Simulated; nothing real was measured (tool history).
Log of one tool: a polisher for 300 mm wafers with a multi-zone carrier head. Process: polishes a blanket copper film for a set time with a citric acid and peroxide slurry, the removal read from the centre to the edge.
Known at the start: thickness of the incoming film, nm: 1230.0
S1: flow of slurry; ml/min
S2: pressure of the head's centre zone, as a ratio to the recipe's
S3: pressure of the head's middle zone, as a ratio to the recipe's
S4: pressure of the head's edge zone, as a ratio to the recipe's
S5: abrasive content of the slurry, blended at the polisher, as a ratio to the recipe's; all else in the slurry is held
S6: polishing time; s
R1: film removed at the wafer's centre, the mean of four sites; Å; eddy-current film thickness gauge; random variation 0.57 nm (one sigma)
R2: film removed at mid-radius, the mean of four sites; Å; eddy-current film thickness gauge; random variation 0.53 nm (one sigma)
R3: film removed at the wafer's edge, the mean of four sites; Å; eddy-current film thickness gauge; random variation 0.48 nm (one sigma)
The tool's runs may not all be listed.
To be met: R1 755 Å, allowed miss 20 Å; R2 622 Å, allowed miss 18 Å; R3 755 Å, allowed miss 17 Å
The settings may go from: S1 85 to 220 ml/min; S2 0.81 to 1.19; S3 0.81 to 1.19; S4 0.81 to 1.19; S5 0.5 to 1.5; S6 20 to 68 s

run 1 hour=0 | S1=140 S2=1 S3=1 S4=1 S5=1 S6=44 | R1=705.93 R2=706.81 R3=755.09
run 2 hour=2.6 | S1=140 S2=1 S3=1 S4=0.94 S5=1 S6=44 | R1=718.97 R2=718.69 R3=737.77
run 3 hour=8.2 | S1=140 S2=1.01 S3=0.98 S4=0.95 S5=1 S6=44 | R1=718.18 R2=690.35 R3=740.29
run 4 hour=13 | S1=140 S2=1.01 S3=0.98 S4=0.95 S5=1.2 S6=44 | R1=747.82 R2=724.38 R3=770.28
run 5 hour=20.4 | S1=140 S2=1.01 S3=0.98 S4=0.95 S5=1.35 S6=44 | R1=770.96 R2=750.35 R3=789.13
run 6 hour=21.3 | S1=135 S2=1.02 S3=0.96 S4=0.95 S5=1.35 S6=44 | R1=776.01 R2=723.04 R3=778.08
run 7 hour=24.2 | S1=135 S2=1.02 S3=0.96 S4=0.95 S5=1.35 S6=44 | R1=766.49 R2=721.98 R3=792.03
-- hour=29.9 slurry nozzle cleaned
run 8 hour=29.9 | S1=130 S2=1.03 S3=0.95 S4=0.94 S5=1.35 S6=44 | R1=852.12 R2=785.55 R3=824.95
run 9 hour=37.5 | S1=140 S2=1.04 S3=0.94 S4=0.95 S5=1.3 S6=44 | R1=861.46 R2=787.79 R3=836.54
run 10 hour=39.7 | S1=100 S2=1.03 S3=0.84 S4=0.93 S5=1.15 S6=43 | R1=737.85 R2=628.68 R3=731.39
run 11 hour=47 | S1=100 S2=1.03 S3=0.84 S4=0.93 S5=1.15 S6=43 | R1=734.88 R2=632.12 R3=744.16

4 next moves are on the table. One of them brings every result within its allowed miss. Which?
run A hour=54.3 | S1=110 S2=1 S3=0.91 S4=0.87 S5=1.15 S6=41 | R1=? R2=? R3=?
run B hour=54.3 | S1=85 S2=0.96 S3=0.81 S4=0.9 S5=1 S6=49 | R1=? R2=? R3=?
run C hour=54.3 | S1=100 S2=0.96 S3=0.81 S4=0.84 S5=1.15 S6=44 | R1=? R2=? R3=?
run D hour=54.3 | S1=110 S2=1.02 S3=0.81 S4=0.93 S5=1.25 S6=42 | R1=? R2=? R3=?

move=A R1=699.05 R2=642.33 R3=701.29
move=B R1=700.21 R2=629.07 R3=777.77
move=C R1=694.98 R2=618.42 R3=727.15
move=D R1=743.48 R2=619.31 R3=754.01
A: further off than the last run
B: further off than the last run
C: further off than the last run
D: meets every target
Answer: D

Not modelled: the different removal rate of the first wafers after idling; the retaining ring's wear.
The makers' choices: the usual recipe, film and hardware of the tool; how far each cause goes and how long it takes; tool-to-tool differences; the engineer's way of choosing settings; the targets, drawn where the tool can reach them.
